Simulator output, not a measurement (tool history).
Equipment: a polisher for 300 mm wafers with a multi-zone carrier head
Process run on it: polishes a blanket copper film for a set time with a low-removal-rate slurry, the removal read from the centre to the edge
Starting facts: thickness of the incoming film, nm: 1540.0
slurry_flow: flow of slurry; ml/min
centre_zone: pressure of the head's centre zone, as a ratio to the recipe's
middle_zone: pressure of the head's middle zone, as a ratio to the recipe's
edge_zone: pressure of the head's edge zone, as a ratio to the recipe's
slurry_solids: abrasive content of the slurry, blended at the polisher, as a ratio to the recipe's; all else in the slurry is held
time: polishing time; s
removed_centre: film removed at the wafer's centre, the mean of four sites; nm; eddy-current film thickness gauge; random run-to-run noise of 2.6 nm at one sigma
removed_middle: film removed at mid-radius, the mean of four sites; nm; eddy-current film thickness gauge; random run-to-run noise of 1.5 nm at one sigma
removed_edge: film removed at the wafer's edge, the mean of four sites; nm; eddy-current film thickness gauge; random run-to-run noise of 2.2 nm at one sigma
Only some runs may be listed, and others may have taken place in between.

run    day  slurry_flow  centre_zone  middle_zone  edge_zone  slurry_solids  time  removed_centre  removed_middle  removed_edge
  1  0.000          195         1.00         1.00       1.00           1.00    83          220.29          215.90        219.02
  2  0.150          195         1.00         1.00       1.00           1.00    63          165.81          166.23        166.12
  3  0.429          195         1.00         1.00       1.00           1.20    63          175.50          173.26        173.59
  4  0.488          195         1.00         1.00       1.07           1.20    63          174.56          170.77        179.52
  5  0.596          170         1.00         1.00       1.07           1.20    63          171.01          167.50        173.16
  6  0.812          170         0.93         1.00       1.07           1.20    63          156.51          167.22        175.52
  7  0.983          190         0.96         1.02       1.09           1.25    65          174.44          180.60        187.96
  8  1.171          205         0.99         1.04       1.10           1.30    66          188.93          190.55        192.43
  9  1.450          215         1.00         1.05       1.11           1.35    68          196.14          200.99        206.07
 10  1.529          225         1.03         1.06       1.12           1.35    69          207.53          208.48        208.08
 11  1.729          235         1.05         1.06       1.13           1.35    70          214.60          212.75        212.53
 12  1.975          240         1.07         1.06       1.14           1.35    71          227.84          214.05        219.69
 13  2.088          250         1.08         1.07       1.15           1.35    71          231.85          216.01        220.35
 14  2.204          255         1.09         1.08       1.16           1.35    71          234.22          222.19        225.36

What does the tool deliver on the next run?
 15  2.258          260         1.10         1.09       1.16           1.35    71               ?               ?             ?

{"run 15": {"removed_centre": 235.16, "removed_middle": 222.48, "removed_edge": 225.81}}
